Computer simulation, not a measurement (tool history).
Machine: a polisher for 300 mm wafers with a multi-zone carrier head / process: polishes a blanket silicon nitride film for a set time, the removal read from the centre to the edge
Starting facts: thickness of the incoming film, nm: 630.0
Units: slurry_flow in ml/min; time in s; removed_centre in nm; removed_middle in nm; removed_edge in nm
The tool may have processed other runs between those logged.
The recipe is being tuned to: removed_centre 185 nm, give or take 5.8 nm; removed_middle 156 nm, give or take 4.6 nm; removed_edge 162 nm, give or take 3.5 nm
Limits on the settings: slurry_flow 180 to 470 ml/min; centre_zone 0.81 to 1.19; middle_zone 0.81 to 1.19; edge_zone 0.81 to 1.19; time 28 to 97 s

{"run": 1, "hour": 0.0, "slurry_flow": 300, "centre_zone": 1, "middle_zone": 1, "edge_zone": 1, "time": 62, "removed_centre": 171.55, "removed_middle": 166.84, "removed_edge": 181.69}
{"run": 2, "hour": 6.7, "slurry_flow": 300, "centre_zone": 0.93, "middle_zone": 1, "edge_zone": 1, "time": 62, "removed_centre": 161.26, "removed_middle": 171.05, "removed_edge": 179.7}
{"run": 3, "hour": 9.5, "slurry_flow": 295, "centre_zone": 0.99, "middle_zone": 1, "edge_zone": 0.93, "time": 62, "removed_centre": 171.23, "removed_middle": 170.9, "removed_edge": 175.38}
{"run": 4, "hour": 15.0, "slurry_flow": 295, "centre_zone": 0.93, "middle_zone": 1, "edge_zone": 0.93, "time": 62, "removed_centre": 161.4, "removed_middle": 168.54, "removed_edge": 171.74}
{"run": 5, "hour": 19.6, "slurry_flow": 295, "centre_zone": 0.93, "middle_zone": 1, "edge_zone": 0.87, "time": 62, "removed_centre": 160.93, "removed_middle": 166.07, "removed_edge": 168.2}
{"run": 6, "hour": 26.4, "slurry_flow": 295, "centre_zone": 0.93, "middle_zone": 1, "edge_zone": 0.87, "time": 50, "removed_centre": 132.31, "removed_middle": 137.27, "removed_edge": 137.67}
{"run": 7, "hour": 27.5, "slurry_flow": 320, "centre_zone": 1.02, "middle_zone": 1.01, "edge_zone": 0.9, "time": 51, "removed_centre": 143.04, "removed_middle": 140.64, "removed_edge": 141.68}
{"run": 8, "hour": 28.5, "slurry_flow": 350, "centre_zone": 1.12, "middle_zone": 0.98, "edge_zone": 0.92, "time": 61, "removed_centre": 193.86, "removed_middle": 165.83, "removed_edge": 174.12}
{"run": 9, "hour": 33.1, "slurry_flow": 335, "centre_zone": 1.11, "middle_zone": 0.97, "edge_zone": 0.89, "time": 61, "removed_centre": 187.1, "removed_middle": 164.27, "removed_edge": 170.63}
{"run": 10, "hour": 37.1, "slurry_flow": 330, "centre_zone": 1.12, "middle_zone": 0.95, "edge_zone": 0.86, "time": 61, "removed_centre": 190.62, "removed_middle": 158.64, "removed_edge": 166.79}

Which one of the following 5 next-run settings gets every result inside its allowed miss? There is exactly one.
{"run": "A", "hour": 41.1, "slurry_flow": 360, "centre_zone": 1.16, "middle_zone": 0.92, "edge_zone": 0.81, "time": 62, "removed_centre": "?", "removed_middle": "?", "removed_edge": "?"}
{"run": "B", "hour": 41.1, "slurry_flow": 360, "centre_zone": 1.1, "middle_zone": 0.85, "edge_zone": 0.88, "time": 63, "removed_centre": "?", "removed_middle": "?", "removed_edge": "?"}
{"run": "C", "hour": 41.1, "slurry_flow": 325, "centre_zone": 1.16, "middle_zone": 0.93, "edge_zone": 0.81, "time": 62, "removed_centre": "?", "removed_middle": "?", "removed_edge": "?"}
{"run": "D", "hour": 41.1, "slurry_flow": 360, "centre_zone": 1.08, "middle_zone": 0.92, "edge_zone": 0.88, "time": 61, "removed_centre": "?", "removed_middle": "?", "removed_edge": "?"}
{"run": "E", "hour": 41.1, "slurry_flow": 395, "centre_zone": 1.16, "middle_zone": 0.98, "edge_zone": 0.92, "time": 57, "removed_centre": "?", "removed_middle": "?", "removed_edge": "?"}

move=A removed_centre=197.03 removed_middle=161.52 removed_edge=165.01
move=B removed_centre=190.82 removed_middle=153.75 removed_edge=174.27
move=C removed_centre=195.01 removed_middle=161.45 removed_edge=163.79
move=D removed_centre=181.86 removed_middle=158.96 removed_edge=168.58
move=E removed_centre=182.74 removed_middle=157.74 removed_edge=161.67
A: corrects the largest miss of the last run, while another result sits out of spec
B: lands further from the targets than the last run did
C: corrects the largest miss of the last run, while another result sits out of spec
D: lands further from the targets than the last run did
E: all results in spec
Move E is the one to make.
